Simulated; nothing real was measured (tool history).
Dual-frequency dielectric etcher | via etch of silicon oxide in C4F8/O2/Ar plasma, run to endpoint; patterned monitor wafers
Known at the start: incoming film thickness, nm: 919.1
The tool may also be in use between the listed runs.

run    day  source power (W)  bias power (W)  endpoint time (s)
  1      0              2240            1935                177
  2  0.042              2240            1714             181.17
  3  0.092              2440            1762             173.86
  4    0.2              2580            1794             169.57
  5  0.475              2690            1822             162.86
  6  0.696              2730            1830             163.23

Run 7 comes next. What will it give?
  7  0.862              2780            1841                  ?

endpoint time (s): 162.21

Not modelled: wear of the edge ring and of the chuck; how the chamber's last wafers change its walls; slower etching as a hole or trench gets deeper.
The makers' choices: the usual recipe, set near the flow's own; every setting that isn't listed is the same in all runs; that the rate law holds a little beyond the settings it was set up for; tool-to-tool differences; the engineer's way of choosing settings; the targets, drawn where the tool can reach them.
